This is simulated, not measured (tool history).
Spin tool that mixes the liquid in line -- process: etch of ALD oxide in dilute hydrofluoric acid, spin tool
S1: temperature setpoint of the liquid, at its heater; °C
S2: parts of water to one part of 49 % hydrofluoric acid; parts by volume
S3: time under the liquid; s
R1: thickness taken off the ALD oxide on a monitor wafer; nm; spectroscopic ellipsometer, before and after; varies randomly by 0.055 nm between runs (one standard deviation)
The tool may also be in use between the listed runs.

Run 1, day 0.000: S1 23.0 °C, S2 55 parts by volume, S3 15 s. Result: R1 2.6180 nm.
Run 2, day 0.358: S1 24.5 °C, S2 50 parts by volume, S3 15 s. Result: R1 3.0716 nm.
Run 3, day 0.479: S1 24.5 °C, S2 40 parts by volume, S3 15 s. Result: R1 3.9276 nm.
Run 4, day 0.650: S1 27.0 °C, S2 40 parts by volume, S3 15 s. Result: R1 4.3473 nm.
At day 0.733: thermometer replaced.
Run 5, day 0.733: S1 24.0 °C, S2 40 parts by volume, S3 15 s. Result: R1 3.9788 nm.
Run 6, day 0.838: S1 27.0 °C, S2 40 parts by volume, S3 15 s. Result: R1 4.5184 nm.
Run 7, day 0.871: S1 28.0 °C, S2 35 parts by volume, S3 15 s. Result: R1 5.4493 nm.

Forecast run 8:
Run 8, day 1.146: S1 28.5 °C, S2 35 parts by volume, S3 15 s. Result: R1 ?.

Run 8 yielded R1 5.5095 nm.

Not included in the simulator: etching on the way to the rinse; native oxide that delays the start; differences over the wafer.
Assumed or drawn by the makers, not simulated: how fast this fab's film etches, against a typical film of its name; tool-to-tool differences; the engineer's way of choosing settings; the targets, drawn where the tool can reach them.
